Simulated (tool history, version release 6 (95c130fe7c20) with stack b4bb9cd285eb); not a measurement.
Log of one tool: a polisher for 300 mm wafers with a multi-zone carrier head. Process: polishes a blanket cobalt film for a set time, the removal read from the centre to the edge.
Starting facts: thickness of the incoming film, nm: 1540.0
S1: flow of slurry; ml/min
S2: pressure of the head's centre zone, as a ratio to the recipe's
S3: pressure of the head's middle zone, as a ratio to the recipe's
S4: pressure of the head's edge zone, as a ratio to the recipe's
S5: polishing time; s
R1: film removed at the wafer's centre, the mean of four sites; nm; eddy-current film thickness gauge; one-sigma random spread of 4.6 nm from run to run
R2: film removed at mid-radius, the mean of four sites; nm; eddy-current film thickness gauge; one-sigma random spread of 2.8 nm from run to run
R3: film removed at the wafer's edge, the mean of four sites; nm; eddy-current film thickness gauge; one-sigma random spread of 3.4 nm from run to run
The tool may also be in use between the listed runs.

run 1 day=0 | S1=315 S2=1 S3=1 S4=1 S5=45 | R1=281.13 R2=270.72 R3=282.06
run 2 day=0.358 | S1=315 S2=1 S3=1.07 S4=1 S5=45 | R1=279.6 R2=283.85 R3=280.93
run 3 day=0.546 | S1=315 S2=0.94 S3=1.07 S4=1 S5=45 | R1=264.1 R2=284.91 R3=273.76
run 4 day=0.812 | S1=315 S2=0.94 S3=1.07 S4=1 S5=39 | R1=229.87 R2=245.68 R3=247.54
run 5 day=0.896 | S1=330 S2=0.99 S3=1.1 S4=1 S5=43 | R1=266.82 R2=281.52 R3=269.96
run 6 day=0.967 | S1=330 S2=0.99 S3=1.03 S4=1 S5=43 | R1=267.59 R2=266.03 R3=272.41
run 7 day=1.204 | S1=355 S2=1.03 S3=1.07 S4=1 S5=46 | R1=302.66 R2=294.26 R3=289.03
run 8 day=1.312 | S1=360 S2=1.05 S3=1.1 S4=1 S5=48 | R1=316.3 R2=313.27 R3=304.93

Predict the results of run 9:
run 9 day=1.462 | S1=370 S2=1.07 S3=1.12 S4=0.98 S5=50 | R1=? R2=? R3=?

{"run 9": {"R1": 339.32, "R2": 329.45, "R3": 310.15}}

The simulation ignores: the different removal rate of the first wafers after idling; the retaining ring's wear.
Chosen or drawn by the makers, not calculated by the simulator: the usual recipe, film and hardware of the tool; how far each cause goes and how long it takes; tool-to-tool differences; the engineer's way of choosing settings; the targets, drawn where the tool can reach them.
